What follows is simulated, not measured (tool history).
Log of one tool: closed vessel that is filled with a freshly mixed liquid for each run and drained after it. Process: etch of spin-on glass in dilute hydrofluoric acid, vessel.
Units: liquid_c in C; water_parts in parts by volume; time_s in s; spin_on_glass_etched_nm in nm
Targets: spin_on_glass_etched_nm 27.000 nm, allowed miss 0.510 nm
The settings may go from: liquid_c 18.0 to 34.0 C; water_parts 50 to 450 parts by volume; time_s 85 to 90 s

| run | hour | liquid_c | water_parts | time_s | spin_on_glass_etched_nm |
|---|---|---|---|---|---|
| 1 | 0.0 | 26.0 | 250 | 85 | 10.618 |
| 2 | 4.0 | 27.0 | 235 | 85 | 11.703 |
| 3 | 5.5 | 28.0 | 220 | 85 | 13.191 |
| 4 | 11.6 | 29.5 | 220 | 85 | 13.920 |
| 5 | 13.9 | 30.0 | 205 | 85 | 15.527 |
| 6 | 15.6 | 30.0 | 150 | 85 | 22.683 |
| 7 | 19.1 | 30.0 | 150 | 85 | 22.827 |
| 8 | 27.2 | 30.5 | 150 | 85 | 23.464 |
| 9 | 29.3 | 31.0 | 150 | 85 | 23.497 |
| 10 | 31.8 | 31.5 | 150 | 85 | 23.802 |
| 11 | 34.1 | 32.0 | 150 | 85 | 24.379 |
| 12 | 39.2 | 32.5 | 150 | 85 | 25.022 |
| 13 | 46.3 | 33.5 | 150 | 85 | 25.857 |
| 14 | 55.4 | 34.0 | 150 | 85 | 25.979 |
| 15 | 62.2 | 34.0 | 140 | 85 | 28.659 |
| 16 | 69.6 | 33.0 | 140 | 85 | 27.610 |

Which of these 4 next moves meets every target?
| A | 77.0 | 34.0 | 145 | 90 | ? |
| B | 77.0 | 34.0 | 140 | 85 | ? |
| C | 77.0 | 33.0 | 150 | 90 | ? |
| D | 77.0 | 34.0 | 150 | 90 | ? |

| move | spin_on_glass_etched_nm |
|---|---|
| A | 28.810 |
| B | 28.386 |
| C | 26.709 |
| D | 27.651 |
A: further off than the last run
B: further off than the last run
C: meets every target
D: further off than the last run
Move C is the one to make.
